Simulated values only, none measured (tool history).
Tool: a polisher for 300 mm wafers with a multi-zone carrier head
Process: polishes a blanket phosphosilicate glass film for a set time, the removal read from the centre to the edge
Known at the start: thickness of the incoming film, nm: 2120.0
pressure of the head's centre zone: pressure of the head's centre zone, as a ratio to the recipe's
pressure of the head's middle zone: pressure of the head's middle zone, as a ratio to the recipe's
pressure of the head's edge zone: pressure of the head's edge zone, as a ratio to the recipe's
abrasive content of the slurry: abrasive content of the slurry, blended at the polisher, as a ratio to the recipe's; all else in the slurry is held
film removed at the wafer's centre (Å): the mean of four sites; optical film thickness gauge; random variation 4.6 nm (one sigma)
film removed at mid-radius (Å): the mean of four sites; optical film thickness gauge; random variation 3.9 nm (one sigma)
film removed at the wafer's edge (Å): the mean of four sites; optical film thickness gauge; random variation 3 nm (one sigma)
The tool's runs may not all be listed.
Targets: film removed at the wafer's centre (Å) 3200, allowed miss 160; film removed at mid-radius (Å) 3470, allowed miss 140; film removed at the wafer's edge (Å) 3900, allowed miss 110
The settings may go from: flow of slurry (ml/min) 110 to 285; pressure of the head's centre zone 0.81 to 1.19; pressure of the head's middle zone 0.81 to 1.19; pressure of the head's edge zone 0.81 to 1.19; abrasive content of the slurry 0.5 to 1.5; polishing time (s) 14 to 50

run  hour  flow of slurry (ml/min)  pressure of the head's centre zone  pressure of the head's middle zone  pressure of the head's edge zone  abrasive content of the slurry  polishing time (s)  film removed at the wafer's centre (Å)  film removed at mid-radius (Å)  film removed at the wafer's edge (Å)
  1     0                      180                                   1                                   1                                 1                               1                  32                                  2652.6                            2770                                2700.9
  2   8.1                      180                                   1                                   1                                 1                               1                  25                                  2071.2                          2193.4                                2144.1
  3  13.6                      195                                   1                                   1                                 1                               1                  25                                  2082.7                          2175.1                                2178.6
  4  17.7                      195                                   1                                   1                                 1                             1.2                  25                                  2312.6                          2447.5                                2357.1
  5  26.7                      195                                1.06                                   1                                 1                             1.2                  25                                  2392.2                          2440.6                                2377.9
  6  34.1                      200                                1.03                                0.98                              1.03                            1.25                  26                                  2533.4                            2463                                2534.5
  7  36.7                      200                                   1                                0.99                              1.05                             1.3                  27                                  2523.2                          2675.5                                  2702
  8  42.9                      205                                   1                                0.99                              1.07                            1.35                  28                                  2708.4                          2894.8                                2888.7

5 next moves are on the table. One of them brings every result within its allowed miss. Which?
  A  49.1                      175                                0.89                                0.94                              1.19                             1.3                  37                                       ?                               ?                                     ?
  B  49.1                      185                                1.05                                1.08                              0.93                            1.45                  22                                       ?                               ?                                     ?
  C  49.1                      210                                0.83                                1.01                              1.09                             1.5                  36                                       ?                               ?                                     ?
  D  49.1                      205                                0.87                                1.06                              1.19                            1.45                  35                                       ?                               ?                                     ?
  E  49.1                      205                                0.92                                1.15                              1.01                            1.35                  34                                       ?                               ?                                     ?

move  film removed at the wafer's centre (Å)  film removed at mid-radius (Å)  film removed at the wafer's edge (Å)
   A                                  3199.8                          3433.2                                3882.5
   B                                  2261.6                            2420                                2185.4
   C                                  3234.1                          3855.4                                3918.7
   D                                    3195                          3841.2                                3896.7
   E                                  3135.8                            3886                                3420.9
A: meets every target
B: further off than the last run
C: brings the result that was furthest off to its target, and leaves another outside
D: brings the result that was furthest off to its target, and leaves another outside
E: nearer than the last run, and not there yet
Answer: A
